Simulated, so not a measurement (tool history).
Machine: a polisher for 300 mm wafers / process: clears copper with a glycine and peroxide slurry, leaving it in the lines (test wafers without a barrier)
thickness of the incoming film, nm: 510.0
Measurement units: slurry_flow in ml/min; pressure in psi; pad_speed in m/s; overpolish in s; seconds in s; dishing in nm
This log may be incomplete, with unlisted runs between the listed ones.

Run 1, day 0.000: slurry_flow 165 ml/min, pressure 2.7 psi, pad_speed 1.24 m/s, overpolish 21 s. Result: seconds 97.560 s, dishing 58.575 nm.
Run 2, day 0.175: slurry_flow 165 ml/min, pressure 2.4 psi, pad_speed 1.22 m/s, overpolish 23 s. Result: seconds 110.290 s, dishing 59.040 nm.
Run 3, day 0.233: slurry_flow 165 ml/min, pressure 2.9 psi, pad_speed 1.22 m/s, overpolish 23 s. Result: seconds 90.633 s, dishing 64.132 nm.
Run 4, day 0.404: slurry_flow 165 ml/min, pressure 2.9 psi, pad_speed 1.22 m/s, overpolish 16 s. Result: seconds 93.036 s, dishing 51.788 nm.
Run 5, day 0.471: slurry_flow 165 ml/min, pressure 2.9 psi, pad_speed 1.22 m/s, overpolish 25 s. Result: seconds 91.621 s, dishing 66.856 nm.
Run 6, day 0.808: slurry_flow 165 ml/min, pressure 2.9 psi, pad_speed 1.40 m/s, overpolish 25 s. Result: seconds 81.298 s, dishing 73.557 nm.
Run 7, day 0.925: slurry_flow 165 ml/min, pressure 2.5 psi, pad_speed 1.38 m/s, overpolish 25 s. Result: seconds 93.059 s, dishing 67.115 nm.
Run 8, day 1.142: slurry_flow 165 ml/min, pressure 2.2 psi, pad_speed 1.34 m/s, overpolish 25 s. Result: seconds 107.270 s, dishing 62.848 nm.

Run 9 is up next; what results do you expect?
Run 9, day 1.408: slurry_flow 165 ml/min, pressure 2.0 psi, pad_speed 1.32 m/s, overpolish 25 s. Result: seconds ?, dishing ?.

seconds: 118.020 s
dishing: 58.193 nm
